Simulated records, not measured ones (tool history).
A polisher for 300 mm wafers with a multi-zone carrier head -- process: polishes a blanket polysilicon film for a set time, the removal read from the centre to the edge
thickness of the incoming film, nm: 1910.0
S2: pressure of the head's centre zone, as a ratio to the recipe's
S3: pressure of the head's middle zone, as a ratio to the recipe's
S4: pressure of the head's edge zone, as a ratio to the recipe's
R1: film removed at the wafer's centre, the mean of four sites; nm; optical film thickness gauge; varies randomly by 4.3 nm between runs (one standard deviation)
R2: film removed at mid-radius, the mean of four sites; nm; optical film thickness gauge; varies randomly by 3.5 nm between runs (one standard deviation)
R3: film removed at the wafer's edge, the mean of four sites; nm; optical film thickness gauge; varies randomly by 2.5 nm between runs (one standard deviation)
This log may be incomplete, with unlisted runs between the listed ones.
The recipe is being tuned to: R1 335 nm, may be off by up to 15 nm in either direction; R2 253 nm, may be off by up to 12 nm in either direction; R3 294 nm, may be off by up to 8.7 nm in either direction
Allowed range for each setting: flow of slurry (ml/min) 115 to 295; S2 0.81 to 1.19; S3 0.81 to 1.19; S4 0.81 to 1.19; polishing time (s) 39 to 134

run 1 hour=0 | flow_of_slurry_(ml/min)=190 S2=1 S3=1 S4=1 polishing_time_(s)=86 | R1=454.69 R2=459.58 R3=470.85
run 2 hour=3.4 | flow_of_slurry_(ml/min)=190 S2=1 S3=0.94 S4=1 polishing_time_(s)=86 | R1=458.16 R2=430.46 R3=464.16
run 3 hour=4.2 | flow_of_slurry_(ml/min)=185 S2=1.01 S3=0.92 S4=0.98 polishing_time_(s)=80 | R1=421.42 R2=389.12 R3=430.68
run 4 hour=9.5 | flow_of_slurry_(ml/min)=165 S2=1.01 S3=0.92 S4=0.98 polishing_time_(s)=80 | R1=419.04 R2=382.35 R3=418.83
run 5 hour=16.5 | flow_of_slurry_(ml/min)=165 S2=1.01 S3=0.99 S4=0.98 polishing_time_(s)=80 | R1=419.17 R2=410.78 R3=416.74
run 6 hour=19.9 | flow_of_slurry_(ml/min)=125 S2=1.01 S3=0.99 S4=0.98 polishing_time_(s)=80 | R1=385.86 R2=389.39 R3=401.23
run 7 hour=23.4 | flow_of_slurry_(ml/min)=125 S2=1.03 S3=0.96 S4=0.97 polishing_time_(s)=76 | R1=363.71 R2=361.78 R3=383.26
run 8 hour=29.1 | flow_of_slurry_(ml/min)=140 S2=1.06 S3=0.93 S4=0.94 polishing_time_(s)=71 | R1=367.55 R2=331.59 R3=361.44
run 9 hour=33.5 | flow_of_slurry_(ml/min)=140 S2=1.08 S3=0.92 S4=0.92 polishing_time_(s)=68 | R1=360.36 R2=314.18 R3=342.85
run 10 hour=35.3 | flow_of_slurry_(ml/min)=140 S2=1.09 S3=0.9 S4=0.9 polishing_time_(s)=66 | R1=352.75 R2=303.82 R3=327.48
run 11 hour=43.7 | flow_of_slurry_(ml/min)=135 S2=1.1 S3=0.88 S4=0.89 polishing_time_(s)=65 | R1=351.89 R2=290.08 R3=318.12

Which one of the following 5 next-run settings gets every result inside its allowed miss? There is exactly one.
run A hour=52.1 | flow_of_slurry_(ml/min)=135 S2=1.14 S3=0.84 S4=0.9 polishing_time_(s)=59 | R1=? R2=? R3=?
run B hour=52.1 | flow_of_slurry_(ml/min)=135 S2=0.91 S3=0.97 S4=0.84 polishing_time_(s)=74 | R1=? R2=? R3=?
run C hour=52.1 | flow_of_slurry_(ml/min)=175 S2=1.1 S3=0.98 S4=0.88 polishing_time_(s)=57 | R1=? R2=? R3=?
run D hour=52.1 | flow_of_slurry_(ml/min)=115 S2=1.11 S3=0.96 S4=1.1 polishing_time_(s)=65 | R1=? R2=? R3=?
run E hour=52.1 | flow_of_slurry_(ml/min)=185 S2=1.19 S3=0.88 S4=0.81 polishing_time_(s)=60 | R1=? R2=? R3=?

move=A R1=330.79 R2=248.56 R3=292.82
move=B R1=330.93 R2=351.76 R3=357.14
move=C R1=328.72 R2=288.67 R3=291.39
move=D R1=337.43 R2=292.57 R3=339.06
move=E R1=378.44 R2=280.41 R3=299.92
A: in spec on every target
B: its largest miss is bigger than the last run's
C: about as far from the targets as the last run
D: its largest miss is bigger than the last run's
E: closes in on the targets versus the last run, not all within tolerance yet
A meets every target.

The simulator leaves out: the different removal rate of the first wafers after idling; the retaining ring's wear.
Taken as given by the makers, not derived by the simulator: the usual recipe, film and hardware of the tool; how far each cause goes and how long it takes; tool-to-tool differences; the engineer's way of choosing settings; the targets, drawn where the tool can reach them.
